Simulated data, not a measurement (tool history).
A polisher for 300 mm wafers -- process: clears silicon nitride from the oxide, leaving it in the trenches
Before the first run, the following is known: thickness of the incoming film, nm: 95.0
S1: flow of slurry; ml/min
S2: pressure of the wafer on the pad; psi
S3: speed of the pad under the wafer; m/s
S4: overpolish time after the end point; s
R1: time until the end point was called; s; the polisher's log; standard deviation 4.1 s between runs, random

| run | hour | S1 | S2 | S3 | S4 | R1 |
|---|---|---|---|---|---|---|
| 1 | 0 | 220 | 3.1 | 0.76 | 42 | 149.83 |
| 2 | 2 | 255 | 3.1 | 0.76 | 42 | 150.45 |
| 3 | 5.3 | 255 | 3.1 | 0.92 | 42 | 129.26 |
| 4 | 11.2 | 225 | 3.1 | 0.92 | 42 | 131.57 |
| 5 | 18 | 190 | 3.1 | 0.92 | 42 | 133.99 |
| 6 | 20.3 | 190 | 2.6 | 0.9 | 42 | 159.46 |

What does the tool deliver on the next run?
| 7 | 21.6 | 190 | 2.2 | 0.88 | 42 | ? |

{"run 7": {"R1": 188.97}}
